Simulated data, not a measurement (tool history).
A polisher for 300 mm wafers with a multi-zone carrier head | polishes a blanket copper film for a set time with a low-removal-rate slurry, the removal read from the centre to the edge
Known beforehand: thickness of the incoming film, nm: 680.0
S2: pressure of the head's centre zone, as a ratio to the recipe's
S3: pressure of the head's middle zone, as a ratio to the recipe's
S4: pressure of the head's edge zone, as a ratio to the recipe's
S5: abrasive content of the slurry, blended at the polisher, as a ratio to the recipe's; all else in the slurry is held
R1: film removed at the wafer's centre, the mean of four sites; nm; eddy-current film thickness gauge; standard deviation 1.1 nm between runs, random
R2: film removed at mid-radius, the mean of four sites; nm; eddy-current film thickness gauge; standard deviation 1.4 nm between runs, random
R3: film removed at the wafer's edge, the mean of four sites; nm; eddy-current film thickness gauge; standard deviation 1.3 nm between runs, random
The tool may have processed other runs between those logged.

{"run": 1, "hour": 0.0, "flow of slurry (ml/min)": 195, "S2": 1, "S3": 1, "S4": 1, "S5": 1, "polishing time (s)": 37, "R1": 111.66, "R2": 111.31, "R3": 113.74}
{"run": 2, "hour": 6.8, "flow of slurry (ml/min)": 195, "S2": 1, "S3": 1, "S4": 0.94, "S5": 1, "polishing time (s)": 37, "R1": 113.37, "R2": 111.01, "R3": 111.22}
{"run": 3, "hour": 10.5, "flow of slurry (ml/min)": 195, "S2": 0.97, "S3": 1, "S4": 0.94, "S5": 1, "polishing time (s)": 37, "R1": 110.17, "R2": 110.35, "R3": 114.1}
{"run": 4, "hour": 13.2, "flow of slurry (ml/min)": 195, "S2": 0.97, "S3": 1, "S4": 0.94, "S5": 1, "polishing time (s)": 44, "R1": 131.59, "R2": 135.37, "R3": 132}
{"run": 5, "hour": 16.1, "flow of slurry (ml/min)": 200, "S2": 0.98, "S3": 0.99, "S4": 0.94, "S5": 1, "polishing time (s)": 44, "R1": 131.22, "R2": 129.86, "R3": 132.23}
{"run": 6, "hour": 22.9, "flow of slurry (ml/min)": 200, "S2": 0.98, "S3": 0.99, "S4": 0.94, "S5": 0.85, "polishing time (s)": 44, "R1": 127.28, "R2": 125.56, "R3": 128.34}
{"run": 7, "hour": 29.8, "flow of slurry (ml/min)": 205, "S2": 0.99, "S3": 0.99, "S4": 0.94, "S5": 0.85, "polishing time (s)": 44, "R1": 129.51, "R2": 128.79, "R3": 127.43}
{"run": 8, "hour": 31.2, "flow of slurry (ml/min)": 210, "S2": 1, "S3": 0.98, "S4": 0.94, "S5": 0.85, "polishing time (s)": 44, "R1": 132.67, "R2": 125.11, "R3": 129.56}
{"run": 9, "hour": 32.3, "flow of slurry (ml/min)": 215, "S2": 1.01, "S3": 0.98, "S4": 0.94, "S5": 0.85, "polishing time (s)": 44, "R1": 129.94, "R2": 127.66, "R3": 127.18}
{"run": 10, "hour": 39.4, "flow of slurry (ml/min)": 210, "S2": 1.02, "S3": 0.97, "S4": 0.94, "S5": 0.9, "polishing time (s)": 44, "R1": 134.16, "R2": 127.39, "R3": 130.37}
{"run": 11, "hour": 45.4, "flow of slurry (ml/min)": 210, "S2": 1.02, "S3": 0.97, "S4": 0.94, "S5": 0.9, "polishing time (s)": 44, "R1": 132.84, "R2": 127.71, "R3": 128.36}
{"run": 12, "hour": 49.7, "flow of slurry (ml/min)": 210, "S2": 1.03, "S3": 0.96, "S4": 0.94, "S5": 0.9, "polishing time (s)": 44, "R1": 134.81, "R2": 123.42, "R3": 131.2}

Run 13 is up next; what results do you expect?
{"run": 13, "hour": 56.9, "flow of slurry (ml/min)": 215, "S2": 1.04, "S3": 0.96, "S4": 0.94, "S5": 0.9, "polishing time (s)": 44, "R1": "?", "R2": "?", "R3": "?"}

R1: 136.01 nm
R2: 127.98 nm
R3: 130.99 nm

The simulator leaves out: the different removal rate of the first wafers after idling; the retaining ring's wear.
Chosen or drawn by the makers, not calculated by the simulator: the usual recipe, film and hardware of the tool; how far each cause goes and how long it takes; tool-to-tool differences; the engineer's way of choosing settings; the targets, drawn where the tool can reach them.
